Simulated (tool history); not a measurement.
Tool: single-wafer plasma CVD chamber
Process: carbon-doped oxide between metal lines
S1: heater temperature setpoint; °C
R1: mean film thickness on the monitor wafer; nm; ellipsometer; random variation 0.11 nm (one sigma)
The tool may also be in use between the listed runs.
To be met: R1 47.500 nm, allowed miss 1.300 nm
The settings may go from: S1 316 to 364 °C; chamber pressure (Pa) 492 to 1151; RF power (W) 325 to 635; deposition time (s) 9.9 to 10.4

Run 1, hour 0.0: S1 340 °C, chamber pressure (Pa) 821, RF power (W) 480, deposition time (s) 10.4. Result: R1 59.103 nm.
Run 2, hour 2.1: S1 331 °C, chamber pressure (Pa) 821, RF power (W) 480, deposition time (s) 10.4. Result: R1 60.579 nm.
Run 3, hour 9.2: S1 331 °C, chamber pressure (Pa) 821, RF power (W) 480, deposition time (s) 10.4. Result: R1 60.468 nm.
Run 4, hour 16.4: S1 332 °C, chamber pressure (Pa) 811, RF power (W) 450, deposition time (s) 10.3. Result: R1 57.112 nm.
Run 5, hour 25.4: S1 333 °C, chamber pressure (Pa) 797, RF power (W) 430, deposition time (s) 10.3. Result: R1 54.625 nm.
Run 6, hour 26.3: S1 333 °C, chamber pressure (Pa) 943, RF power (W) 430, deposition time (s) 10.3. Result: R1 55.097 nm.
Run 7, hour 29.7: S1 334 °C, chamber pressure (Pa) 940, RF power (W) 415, deposition time (s) 10.3. Result: R1 53.403 nm.
Run 8, hour 35.7: S1 335 °C, chamber pressure (Pa) 939, RF power (W) 405, deposition time (s) 10.3. Result: R1 52.029 nm.
Run 9, hour 38.0: S1 336 °C, chamber pressure (Pa) 937, RF power (W) 400, deposition time (s) 10.3. Result: R1 51.658 nm.
Run 10, hour 38.9: S1 337 °C, chamber pressure (Pa) 935, RF power (W) 395, deposition time (s) 10.3. Result: R1 50.767 nm.
Run 11, hour 41.1: S1 344 °C, chamber pressure (Pa) 879, RF power (W) 365, deposition time (s) 10.2. Result: R1 45.909 nm.

Which of these 5 next moves meets every target?
Run A, hour 43.3: S1 355 °C, chamber pressure (Pa) 861, RF power (W) 365, deposition time (s) 10.2. Result: R1 ?.
Run B, hour 43.3: S1 334 °C, chamber pressure (Pa) 865, RF power (W) 360, deposition time (s) 10.4. Result: R1 ?.
Run C, hour 43.3: S1 343 °C, chamber pressure (Pa) 1008, RF power (W) 345, deposition time (s) 10.3. Result: R1 ?.
Run D, hour 43.3: S1 336 °C, chamber pressure (Pa) 897, RF power (W) 335, deposition time (s) 9.9. Result: R1 ?.
Run E, hour 43.3: S1 347 °C, chamber pressure (Pa) 665, RF power (W) 360, deposition time (s) 10.4. Result: R1 ?.

move      R1
   A  44.540
   B  47.449
   C  44.551
   D  42.241
   E  44.377
A: further off than the last run
B: meets every target
C: further off than the last run
D: further off than the last run
E: further off than the last run
Answer: B

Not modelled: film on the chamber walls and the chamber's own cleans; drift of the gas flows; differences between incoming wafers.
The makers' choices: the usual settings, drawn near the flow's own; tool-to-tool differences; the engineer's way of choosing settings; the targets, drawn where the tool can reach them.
